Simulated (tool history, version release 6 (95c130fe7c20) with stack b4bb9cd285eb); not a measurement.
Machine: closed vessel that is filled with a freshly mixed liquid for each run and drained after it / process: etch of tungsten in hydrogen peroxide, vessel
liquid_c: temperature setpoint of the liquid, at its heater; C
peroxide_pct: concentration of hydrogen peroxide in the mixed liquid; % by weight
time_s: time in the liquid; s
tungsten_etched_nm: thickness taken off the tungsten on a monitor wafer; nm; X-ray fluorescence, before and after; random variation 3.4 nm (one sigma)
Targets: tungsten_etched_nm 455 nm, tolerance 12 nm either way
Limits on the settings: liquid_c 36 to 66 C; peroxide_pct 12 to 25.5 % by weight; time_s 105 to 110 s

run,hour,liquid_c,peroxide_pct,time_s,tungsten_etched_nm
1,0,52,17.5,105,249.82
2,6,52,17.5,105,253.33
3,8.3,54.5,17.5,105,286.63
4,15.7,56,17.5,105,317.59
5,19.1,57,17.5,105,334.29
6,24.3,58,17.5,105,356.92
7,27.7,58.5,17.5,105,367.89
8,34.1,59,17.5,105,374.87
9,35.3,59.5,17.5,105,386.87
10,36.4,60,17.5,105,400.09
11,41.1,60.5,17.5,105,413.11
12,44.7,61,17.5,105,426.17
13,51.3,61.5,17.5,105,435.99
14,58.4,61.5,17.5,105,438.69
15,65.8,61.5,17.5,105,438.58

Pick the move, out of 5, that brings all results within their allowed miss; only one does.
A,73.2,61.5,17.5,110,?
B,73.2,60.5,17.5,110,?
C,73.2,61,18,105,?
D,73.2,60.5,19.5,105,?
E,73.2,57,25.5,110,?

move,tungsten_etched_nm
A,457.12
B,431.72
C,430.08
D,435.01
E,425.49
A: each result inside its tolerance
B: its largest miss is bigger than the last run's
C: its largest miss is bigger than the last run's
D: its largest miss is bigger than the last run's
E: its largest miss is bigger than the last run's
The move that meets every target is A.
